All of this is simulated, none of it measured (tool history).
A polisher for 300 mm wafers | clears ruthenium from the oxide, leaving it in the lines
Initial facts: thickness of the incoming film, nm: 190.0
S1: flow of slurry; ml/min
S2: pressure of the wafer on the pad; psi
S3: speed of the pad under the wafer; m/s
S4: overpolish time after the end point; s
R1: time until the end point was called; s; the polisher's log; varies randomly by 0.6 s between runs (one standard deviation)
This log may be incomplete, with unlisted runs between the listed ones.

run	day	S1	S2	S3	S4	R1
1	0	205	2.6	1.16	42	98.946
2	0.121	205	2.6	1.06	42	108.87
3	0.454	205	2.6	1.06	46	110.72
4	0.783	205	2.8	1.08	46	100.49
5	0.938	250	2.8	1.08	46	98.105
6	1.025	285	2.8	1.08	46	98.528
7	1.154	285	2.8	1.08	46	97.915
8	1.188	285	3	1.1	46	89.473

Run 9, settings as shown, results not yet in. Your forecast:
9	1.392	285	3	1.1	46	?

Logged for run 9: R1 88.497 s.
